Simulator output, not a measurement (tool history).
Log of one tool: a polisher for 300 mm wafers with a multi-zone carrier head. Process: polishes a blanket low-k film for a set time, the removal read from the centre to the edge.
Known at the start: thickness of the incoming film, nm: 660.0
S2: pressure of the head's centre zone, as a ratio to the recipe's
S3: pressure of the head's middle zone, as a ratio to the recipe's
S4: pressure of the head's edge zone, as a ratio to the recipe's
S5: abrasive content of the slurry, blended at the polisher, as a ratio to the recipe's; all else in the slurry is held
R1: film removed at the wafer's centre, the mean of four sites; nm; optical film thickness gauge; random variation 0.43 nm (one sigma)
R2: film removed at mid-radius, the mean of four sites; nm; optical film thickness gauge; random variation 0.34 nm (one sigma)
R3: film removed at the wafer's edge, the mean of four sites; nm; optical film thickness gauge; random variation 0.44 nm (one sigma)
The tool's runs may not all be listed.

Run 1, hour 0: flow of slurry (ml/min) 220, S2 1, S3 1, S4 1, S5 1, polishing time (s) 58. Result: R1 25.983 nm, R2 27.673 nm, R3 26.316 nm.
Run 2, hour 8.7: flow of slurry (ml/min) 225, S2 1.04, S3 0.98, S4 1.04, S5 1.1, polishing time (s) 58. Result: R1 28.379 nm, R2 27.54 nm, R3 26.909 nm.
Run 3, hour 16.9: flow of slurry (ml/min) 220, S2 1.04, S3 0.96, S4 1.06, S5 1.2, polishing time (s) 60. Result: R1 29.794 nm, R2 29.336 nm, R3 29.963 nm.
Run 4, hour 21: flow of slurry (ml/min) 200, S2 1.04, S3 0.96, S4 1.06, S5 1.2, polishing time (s) 60. Result: R1 29.952 nm, R2 29.056 nm, R3 30.428 nm.
Run 5, hour 22.2: flow of slurry (ml/min) 195, S2 1.06, S3 0.96, S4 1.06, S5 1.25, polishing time (s) 60. Result: R1 30.404 nm, R2 28.875 nm, R3 30.277 nm.
Run 6, hour 29.5: flow of slurry (ml/min) 205, S2 1.08, S3 0.96, S4 1.08, S5 1.3, polishing time (s) 60. Result: R1 31.576 nm, R2 29.153 nm, R3 31.478 nm.
Run 7, hour 37.8: flow of slurry (ml/min) 210, S2 1.1, S3 0.97, S4 1.08, S5 1.35, polishing time (s) 60. Result: R1 32.735 nm, R2 30.862 nm, R3 32.109 nm.

The next listed run, before its measurement:
Run 8, hour 41.4: flow of slurry (ml/min) 235, S2 1.19, S3 0.91, S4 1.14, S5 1.4, polishing time (s) 61. Result: R1 ?, R2 ?, R3 ?.

R1: 37.043 nm
R2: 30.313 nm
R3: 33.631 nm
